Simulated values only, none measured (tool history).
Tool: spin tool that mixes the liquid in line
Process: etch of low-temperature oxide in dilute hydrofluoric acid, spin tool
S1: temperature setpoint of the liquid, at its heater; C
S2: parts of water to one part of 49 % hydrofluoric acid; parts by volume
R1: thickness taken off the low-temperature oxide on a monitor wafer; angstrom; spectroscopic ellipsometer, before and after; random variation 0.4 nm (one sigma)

{"run": 1, "day": 0.0, "S1": 20, "S2": 145, "time under the liquid (s)": 270, "R1": 233.94}
{"run": 2, "day": 0.25, "S1": 21, "S2": 130, "time under the liquid (s)": 270, "R1": 278.28}
{"run": 3, "day": 0.592, "S1": 21, "S2": 85, "time under the liquid (s)": 270, "R1": 444.6}
{"run": 4, "day": 0.771, "S1": 23.5, "S2": 85, "time under the liquid (s)": 270, "R1": 492.1}
{"run": 5, "day": 1.071, "S1": 23.5, "S2": 55, "time under the liquid (s)": 270, "R1": 793.59}
{"run": 6, "day": 1.196, "S1": 23.5, "S2": 105, "time under the liquid (s)": 270, "R1": 391.25}

The next listed run, before its measurement:
{"run": 7, "day": 1.575, "S1": 24, "S2": 100, "time under the liquid (s)": 270, "R1": "?"}

R1: 421.65 angstrom
